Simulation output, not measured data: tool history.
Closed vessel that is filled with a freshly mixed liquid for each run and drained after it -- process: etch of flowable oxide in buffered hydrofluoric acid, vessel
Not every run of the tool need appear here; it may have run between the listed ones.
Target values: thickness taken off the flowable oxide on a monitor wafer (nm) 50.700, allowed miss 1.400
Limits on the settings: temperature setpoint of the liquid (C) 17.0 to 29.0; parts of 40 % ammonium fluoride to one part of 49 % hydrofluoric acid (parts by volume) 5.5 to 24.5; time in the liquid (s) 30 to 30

run,hour,temperature setpoint of the liquid (C),parts of 40 % ammonium fluoride to one part of 49 % hydrofluoric acid (parts by volume),time in the liquid (s),thickness taken off the flowable oxide on a monitor wafer (nm)
1,0.0,21.0,15.0,30,41.846
2,5.9,21.0,15.0,30,42.502
3,11.5,24.0,15.0,30,49.129
4,14.0,21.0,15.0,30,41.671
5,22.8,22.0,15.0,30,43.558
6,32.0,22.0,11.5,30,57.462
7,34.3,21.5,11.5,30,55.691
8,36.1,21.0,11.5,30,53.809
9,45.0,20.5,11.5,30,52.783

Next run, 5 choices. One meets every target within its allowed miss, the rest don't. Which?
A,53.9,21.0,11.5,30,?
B,53.9,18.0,9.5,30,?
C,53.9,23.5,14.0,30,?
D,53.9,20.5,12.5,30,?
E,53.9,19.5,10.5,30,?

move,thickness taken off the flowable oxide on a monitor wafer (nm)
A,53.404
B,53.408
C,50.566
D,47.869
E,53.666
A: the biggest miss grows against the last run
B: the biggest miss grows against the last run
C: each result inside its tolerance
D: pushes the last run's worst result past its target
E: the biggest miss grows against the last run
C meets every target.

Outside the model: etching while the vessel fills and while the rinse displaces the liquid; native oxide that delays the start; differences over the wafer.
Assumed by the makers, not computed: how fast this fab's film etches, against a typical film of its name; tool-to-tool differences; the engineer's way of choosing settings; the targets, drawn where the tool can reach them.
